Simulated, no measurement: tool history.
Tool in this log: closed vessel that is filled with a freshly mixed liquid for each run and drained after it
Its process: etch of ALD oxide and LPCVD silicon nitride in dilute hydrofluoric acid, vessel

run	hour	temperature setpoint of the liquid (°C)	parts of water to one part of 49 % hydrofluoric acid (parts by volume)	time in the liquid (s)	thickness taken off the ALD oxide on a monitor wafer (Å)	thickness taken off the LPCVD silicon nitride on a monitor wafer (Å)
1	0.0	26.0	120	60	75.034	3.30020
2	6.5	26.0	120	45	57.244	2.62660
3	9.2	29.5	120	45	63.962	3.18950
4	13.9	28.0	135	45	54.062	2.16370
5	18.0	28.0	115	45	64.181	2.75890
6	22.6	31.0	115	45	71.169	3.28930
7	30.1	28.5	130	45	56.924	2.47270
8	37.8	24.5	180	45	32.901	1.70250
# hour 40.1: hydrofluoric acid flow meter replaced
9	40.1	20.5	185	45	25.319	0.99154
10	41.0	21.0	185	45	25.589	1.06680

Predict the results of run 11:
11	47.2	21.5	185	45	?	?

Logged for run 11: thickness taken off the ALD oxide on a monitor wafer (Å) 26.040, thickness taken off the LPCVD silicon nitride on a monitor wafer (Å) 1.21410.

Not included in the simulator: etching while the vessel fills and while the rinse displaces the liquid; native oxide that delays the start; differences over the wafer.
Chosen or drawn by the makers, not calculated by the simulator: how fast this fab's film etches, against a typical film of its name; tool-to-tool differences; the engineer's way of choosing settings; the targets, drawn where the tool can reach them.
